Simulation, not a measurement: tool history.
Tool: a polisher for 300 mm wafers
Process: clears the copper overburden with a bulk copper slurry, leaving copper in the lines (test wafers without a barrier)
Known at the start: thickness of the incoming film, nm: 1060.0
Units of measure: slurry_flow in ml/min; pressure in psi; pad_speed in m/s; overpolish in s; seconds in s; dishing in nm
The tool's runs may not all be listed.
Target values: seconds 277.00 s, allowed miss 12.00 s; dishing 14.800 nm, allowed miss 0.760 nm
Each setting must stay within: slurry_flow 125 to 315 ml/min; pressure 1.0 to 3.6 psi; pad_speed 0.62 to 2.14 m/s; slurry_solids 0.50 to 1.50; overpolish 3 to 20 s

{"run": 1, "hour": 0.0, "slurry_flow": 205, "pressure": 2.3, "pad_speed": 1.38, "slurry_solids": 1.0, "overpolish": 10, "seconds": 111.88, "dishing": 59.356}
{"run": 2, "hour": 3.6, "slurry_flow": 205, "pressure": 1.9, "pad_speed": 1.22, "slurry_solids": 1.0, "overpolish": 8, "seconds": 147.2, "dishing": 39.974}
{"run": 3, "hour": 10.1, "slurry_flow": 175, "pressure": 1.9, "pad_speed": 1.22, "slurry_solids": 1.0, "overpolish": 8, "seconds": 148.85, "dishing": 39.894}
{"run": 4, "hour": 14.2, "slurry_flow": 175, "pressure": 1.9, "pad_speed": 1.22, "slurry_solids": 1.15, "overpolish": 8, "seconds": 145.01, "dishing": 39.899}
{"run": 5, "hour": 17.5, "slurry_flow": 130, "pressure": 1.9, "pad_speed": 1.22, "slurry_solids": 1.15, "overpolish": 8, "seconds": 150.47, "dishing": 39.028}
{"run": 6, "hour": 25.2, "slurry_flow": 135, "pressure": 1.6, "pad_speed": 1.06, "slurry_solids": 1.25, "overpolish": 6, "seconds": 190.59, "dishing": 24.999}
{"run": 7, "hour": 27.5, "slurry_flow": 140, "pressure": 1.4, "pad_speed": 1.0, "slurry_solids": 1.25, "overpolish": 6, "seconds": 223.52, "dishing": 21.197}
{"run": 8, "hour": 30.3, "slurry_flow": 145, "pressure": 1.3, "pad_speed": 0.98, "slurry_solids": 1.25, "overpolish": 6, "seconds": 241.81, "dishing": 20.136}

Which single option among these 5 for the next run brings every result within its allowed miss of target? Just one does.
{"run": "A", "hour": 33.1, "slurry_flow": 150, "pressure": 1.4, "pad_speed": 1.06, "slurry_solids": 1.25, "overpolish": 7, "seconds": "?", "dishing": "?"}
{"run": "B", "hour": 33.1, "slurry_flow": 130, "pressure": 1.2, "pad_speed": 0.86, "slurry_solids": 1.05, "overpolish": 9, "seconds": "?", "dishing": "?"}
{"run": "C", "hour": 33.1, "slurry_flow": 145, "pressure": 1.0, "pad_speed": 1.22, "slurry_solids": 1.2, "overpolish": 10, "seconds": "?", "dishing": "?"}
{"run": "D", "hour": 33.1, "slurry_flow": 145, "pressure": 1.5, "pad_speed": 0.94, "slurry_solids": 1.4, "overpolish": 10, "seconds": "?", "dishing": "?"}
{"run": "E", "hour": 33.1, "slurry_flow": 145, "pressure": 1.3, "pad_speed": 0.76, "slurry_solids": 1.35, "overpolish": 5, "seconds": "?", "dishing": "?"}

move=A seconds=216.77 dishing=25.097
move=B seconds=304.70 dishing=23.022
move=C seconds=273.60 dishing=27.315
move=D seconds=215.15 dishing=34.358
move=E seconds=284.20 dishing=14.464
A: moves away from the targets compared with the last run
B: moves away from the targets compared with the last run
C: moves away from the targets compared with the last run
D: moves away from the targets compared with the last run
E: in spec on every target
E meets every target.

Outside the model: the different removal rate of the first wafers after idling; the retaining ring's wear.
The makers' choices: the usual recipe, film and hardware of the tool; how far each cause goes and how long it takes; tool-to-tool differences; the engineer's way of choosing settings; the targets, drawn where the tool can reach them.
